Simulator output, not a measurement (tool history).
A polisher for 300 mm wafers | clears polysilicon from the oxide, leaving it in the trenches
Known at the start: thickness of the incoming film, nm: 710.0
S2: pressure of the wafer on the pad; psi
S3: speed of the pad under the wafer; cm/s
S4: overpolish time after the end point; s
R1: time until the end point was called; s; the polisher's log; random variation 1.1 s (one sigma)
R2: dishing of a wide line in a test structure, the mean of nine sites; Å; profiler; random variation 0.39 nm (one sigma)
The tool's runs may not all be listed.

{"run": 1, "hour": 0.0, "flow of slurry (ml/min)": 125, "S2": 2.8, "S3": 128, "S4": 16, "R1": 46.425, "R2": 374.87}
{"run": 2, "hour": 5.9, "flow of slurry (ml/min)": 125, "S2": 2.8, "S3": 112, "S4": 16, "R1": 53.395, "R2": 376.99}
{"run": 3, "hour": 9.5, "flow of slurry (ml/min)": 125, "S2": 2.8, "S3": 126, "S4": 16, "R1": 48.254, "R2": 371.48}
{"run": 4, "hour": 15.9, "flow of slurry (ml/min)": 125, "S2": 3.1, "S3": 126, "S4": 16, "R1": 44.25, "R2": 377.18}
{"run": 5, "hour": 24.6, "flow of slurry (ml/min)": 125, "S2": 2.9, "S3": 122, "S4": 17, "R1": 47.943, "R2": 373.4}
{"hour": 28.8, "done": "head pressure recalibrated"}
{"run": 6, "hour": 28.8, "flow of slurry (ml/min)": 125, "S2": 2.9, "S3": 134, "S4": 17, "R1": 48.38, "R2": 370.19}

Forecast run 7:
{"run": 7, "hour": 34.3, "flow of slurry (ml/min)": 125, "S2": 2.7, "S3": 128, "S4": 17, "R1": "?", "R2": "?"}

R1: 50.983 s
R2: 375.54 Å

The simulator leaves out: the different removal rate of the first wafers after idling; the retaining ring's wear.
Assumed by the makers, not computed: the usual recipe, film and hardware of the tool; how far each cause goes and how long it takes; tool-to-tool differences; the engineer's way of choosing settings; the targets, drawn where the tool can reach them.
